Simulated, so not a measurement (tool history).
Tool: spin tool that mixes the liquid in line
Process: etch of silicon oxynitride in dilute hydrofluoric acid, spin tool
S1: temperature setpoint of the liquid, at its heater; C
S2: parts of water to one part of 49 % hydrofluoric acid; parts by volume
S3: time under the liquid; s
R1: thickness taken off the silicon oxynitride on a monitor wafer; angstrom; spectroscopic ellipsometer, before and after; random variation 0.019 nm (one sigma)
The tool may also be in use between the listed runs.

run  hour    S1  S2  S3      R1
  1   0.0  22.0  55  75  29.293
  2   7.2  22.0  45  75  35.906
  3  10.5  25.5  45  75  42.733
  4  19.3  25.5  45  60  34.926
  5  23.5  25.5  30  60  52.185
  6  31.7  25.5  50  60  30.927

Forecast run 7:
  7  33.3  24.0  50  60   ?

{"run 7": {"R1": 28.513}}
